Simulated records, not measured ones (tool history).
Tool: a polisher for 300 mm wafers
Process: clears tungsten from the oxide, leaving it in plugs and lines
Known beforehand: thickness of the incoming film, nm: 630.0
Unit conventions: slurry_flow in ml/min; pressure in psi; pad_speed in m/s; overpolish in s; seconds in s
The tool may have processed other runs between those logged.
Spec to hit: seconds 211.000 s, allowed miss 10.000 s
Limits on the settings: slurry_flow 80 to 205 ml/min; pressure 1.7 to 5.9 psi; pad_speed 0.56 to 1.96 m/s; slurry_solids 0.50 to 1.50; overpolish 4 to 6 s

run,hour,slurry_flow,pressure,pad_speed,slurry_solids,overpolish,seconds
1,0.0,135,3.8,1.26,1.00,6,95.812
2,2.1,135,3.8,1.26,0.85,6,103.910
3,6.9,135,3.4,1.22,0.85,6,116.900
4,13.0,135,3.4,1.22,0.65,6,123.670
5,13.7,135,3.1,1.20,0.65,6,134.870
6,22.0,135,3.1,1.08,0.65,6,149.930
7,23.2,135,2.8,1.08,0.65,6,159.630
8,30.1,135,2.6,1.08,0.65,6,169.350
9,31.6,135,2.4,1.08,0.65,6,177.700
10,35.9,135,2.3,1.08,0.65,6,182.320
11,40.5,135,2.2,1.08,0.65,6,188.440
12,44.6,135,2.1,1.08,0.65,6,194.390

Of the 5 settings listed for the next run, only one would bring every result within its allowed miss of target. Which one?
A,48.7,115,2.4,1.18,0.85,6,?
B,48.7,180,1.9,1.24,0.50,6,?
C,48.7,145,1.7,1.12,0.70,6,?
D,48.7,160,2.0,1.26,0.65,6,?
E,48.7,145,1.8,1.20,0.70,6,?

move,seconds
A,156.490
B,186.160
C,208.670
D,168.460
E,188.340
A: moves away from the targets compared with the last run
B: moves away from the targets compared with the last run
C: meets every target
D: moves away from the targets compared with the last run
E: moves away from the targets compared with the last run
Go with C: it meets all targets.
